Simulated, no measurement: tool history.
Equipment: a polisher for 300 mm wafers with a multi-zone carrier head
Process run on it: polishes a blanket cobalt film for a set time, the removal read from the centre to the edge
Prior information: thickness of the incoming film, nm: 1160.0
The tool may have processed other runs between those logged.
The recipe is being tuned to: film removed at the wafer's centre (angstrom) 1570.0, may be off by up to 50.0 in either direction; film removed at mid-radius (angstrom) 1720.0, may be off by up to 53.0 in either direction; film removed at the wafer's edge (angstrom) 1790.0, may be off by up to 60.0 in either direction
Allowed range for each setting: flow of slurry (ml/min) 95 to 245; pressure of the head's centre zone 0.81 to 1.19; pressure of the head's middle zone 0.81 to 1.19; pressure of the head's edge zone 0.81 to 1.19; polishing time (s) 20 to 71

| run | hour | flow of slurry (ml/min) | pressure of the head's centre zone | pressure of the head's middle zone | pressure of the head's edge zone | polishing time (s) | film removed at the wafer's centre (angstrom) | film removed at mid-radius (angstrom) | film removed at the wafer's edge (angstrom) |
|---|---|---|---|---|---|---|---|---|---|
| 1 | 0.0 | 155 | 1.00 | 1.00 | 1.00 | 45 | 2273.2 | 2220.0 | 2258.3 |
| 2 | 4.1 | 155 | 1.00 | 0.94 | 1.00 | 45 | 2277.7 | 2126.4 | 2256.5 |
| 3 | 7.9 | 150 | 0.98 | 0.93 | 0.99 | 44 | 2153.0 | 2097.5 | 2206.7 |
| 4 | 9.9 | 150 | 0.98 | 1.00 | 0.99 | 44 | 2157.5 | 2204.8 | 2190.7 |
| 5 | 17.5 | 150 | 0.98 | 1.00 | 0.91 | 44 | 2187.1 | 2181.6 | 2097.4 |
| 6 | 24.7 | 145 | 0.96 | 0.98 | 0.91 | 43 | 2066.0 | 2058.1 | 2052.6 |
| 7 | 27.6 | 140 | 0.94 | 0.97 | 0.90 | 42 | 1975.6 | 2029.4 | 1957.7 |
| 8 | 31.6 | 135 | 0.93 | 0.95 | 0.91 | 42 | 1945.6 | 1971.1 | 1973.1 |
| 9 | 35.6 | 130 | 0.92 | 0.94 | 0.91 | 42 | 1934.7 | 1935.4 | 1983.3 |
| 10 | 44.0 | 130 | 0.91 | 0.94 | 0.91 | 41 | 1880.0 | 1876.6 | 1924.1 |
| 11 | 47.1 | 125 | 0.90 | 0.94 | 0.92 | 41 | 1801.9 | 1852.6 | 1930.9 |
| 12 | 54.2 | 120 | 0.89 | 0.94 | 0.91 | 41 | 1775.9 | 1876.7 | 1939.7 |
| 13 | 58.7 | 120 | 0.88 | 0.94 | 0.90 | 41 | 1772.3 | 1875.0 | 1912.5 |
| 14 | 62.1 | 120 | 0.87 | 0.94 | 0.90 | 41 | 1769.7 | 1876.7 | 1913.7 |
| 15 | 68.7 | 120 | 0.86 | 0.94 | 0.90 | 41 | 1743.9 | 1872.8 | 1879.1 |

Pick the move, out of 5, that brings all results within their allowed miss; only one does.
| A | 75.3 | 125 | 0.98 | 0.89 | 0.96 | 38 | ? | ? | ? |
| B | 75.3 | 95 | 0.81 | 0.84 | 1.07 | 40 | ? | ? | ? |
| C | 75.3 | 140 | 0.84 | 0.95 | 0.84 | 39 | ? | ? | ? |
| D | 75.3 | 95 | 0.87 | 0.97 | 0.94 | 39 | ? | ? | ? |
| E | 75.3 | 125 | 0.84 | 0.87 | 0.93 | 40 | ? | ? | ? |

| move | film removed at the wafer's centre (angstrom) | film removed at mid-radius (angstrom) | film removed at the wafer's edge (angstrom) |
|---|---|---|---|
| A | 1807.4 | 1664.7 | 1828.3 |
| B | 1538.2 | 1585.3 | 1956.9 |
| C | 1678.1 | 1840.9 | 1788.2 |
| D | 1587.7 | 1741.7 | 1789.0 |
| E | 1682.3 | 1720.8 | 1896.6 |
A: moves away from the targets compared with the last run
B: the worst result of the last run now meets its target, but another is out of spec
C: closer than the last run, but not yet in spec
D: every result within its allowed miss
E: closer than the last run, but not yet in spec
D meets every target.
